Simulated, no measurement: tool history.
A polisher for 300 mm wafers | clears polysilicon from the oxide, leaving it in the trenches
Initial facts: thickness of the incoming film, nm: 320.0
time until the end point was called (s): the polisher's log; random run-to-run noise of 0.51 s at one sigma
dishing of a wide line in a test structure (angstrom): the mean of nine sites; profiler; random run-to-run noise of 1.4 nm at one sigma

run	hour	flow of slurry (ml/min)	pressure of the wafer on the pad (kPa)	speed of the pad under the wafer (m/s)	overpolish time after the end point (s)	time until the end point was called (s)	dishing of a wide line in a test structure (angstrom)
1	0.0	220	14.5	1.24	12	26.983	575.04
2	6.4	220	14.5	1.24	7	26.829	485.35
3	13.6	220	13.8	1.20	8	29.279	490.58
4	16.9	220	13.1	1.16	9	31.602	533.14
5	19.5	220	12.4	1.12	9	33.944	472.74
6	25.0	220	9.7	1.12	9	43.944	434.21
7	32.0	220	9.0	1.10	11	48.054	452.25
8	40.9	220	9.0	1.10	12	47.619	489.51
9	47.4	220	9.0	1.10	13	48.180	529.17
10	54.4	215	7.6	1.08	14	56.524	465.84
11	63.0	220	7.6	1.08	15	56.901	515.12
12	70.6	220	6.9	1.08	18	62.959	513.73

Predict the results of run 13:
13	79.0	225	6.9	1.08	18	?	?

{"run 13": {"time until the end point was called (s)": 62.292, "dishing of a wide line in a test structure (angstrom)": 528.2}}
